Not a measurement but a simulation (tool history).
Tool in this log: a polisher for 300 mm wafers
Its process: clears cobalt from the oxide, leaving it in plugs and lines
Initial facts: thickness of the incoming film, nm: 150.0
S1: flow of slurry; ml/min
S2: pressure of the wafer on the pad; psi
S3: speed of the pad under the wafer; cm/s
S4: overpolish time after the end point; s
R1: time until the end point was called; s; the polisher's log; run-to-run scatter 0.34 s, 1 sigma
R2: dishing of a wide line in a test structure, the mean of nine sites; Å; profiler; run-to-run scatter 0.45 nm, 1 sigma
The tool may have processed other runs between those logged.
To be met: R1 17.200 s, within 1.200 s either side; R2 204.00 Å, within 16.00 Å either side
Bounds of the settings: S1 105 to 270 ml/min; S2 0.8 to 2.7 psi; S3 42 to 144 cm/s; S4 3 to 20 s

| run | hour | S1 | S2 | S3 | S4 | R1 | R2 |
|---|---|---|---|---|---|---|---|
| 1 | 0.0 | 175 | 1.7 | 92 | 10 | 30.468 | 182.35 |
| 2 | 5.1 | 175 | 1.9 | 94 | 10 | 27.653 | 189.23 |
| 3 | 8.7 | 175 | 1.9 | 94 | 6 | 27.754 | 159.39 |
| 4 | 17.8 | 175 | 2.1 | 98 | 7 | 23.759 | 177.76 |
| 5 | 22.5 | 175 | 2.1 | 98 | 9 | 24.777 | 190.44 |
| 6 | 31.3 | 175 | 2.1 | 118 | 9 | 20.861 | 190.99 |
| 7 | 34.4 | 175 | 2.2 | 120 | 9 | 20.510 | 201.44 |
| 8 | 42.6 | 175 | 2.3 | 122 | 9 | 18.718 | 206.31 |

Which one of the following 4 next-run settings gets every result inside its allowed miss? There is exactly one.
| A | 50.8 | 200 | 2.1 | 124 | 13 | ? | ? |
| B | 50.8 | 150 | 2.3 | 114 | 12 | ? | ? |
| C | 50.8 | 180 | 2.7 | 114 | 11 | ? | ? |
| D | 50.8 | 135 | 2.6 | 106 | 9 | ? | ? |

| move | R1 | R2 |
|---|---|---|
| A | 19.223 | 202.86 |
| B | 19.870 | 201.64 |
| C | 16.439 | 202.39 |
| D | 19.186 | 196.85 |
A: lands further from the targets than the last run did
B: lands further from the targets than the last run did
C: hits every target within its allowed miss
D: lands further from the targets than the last run did
The move that meets every target is C.

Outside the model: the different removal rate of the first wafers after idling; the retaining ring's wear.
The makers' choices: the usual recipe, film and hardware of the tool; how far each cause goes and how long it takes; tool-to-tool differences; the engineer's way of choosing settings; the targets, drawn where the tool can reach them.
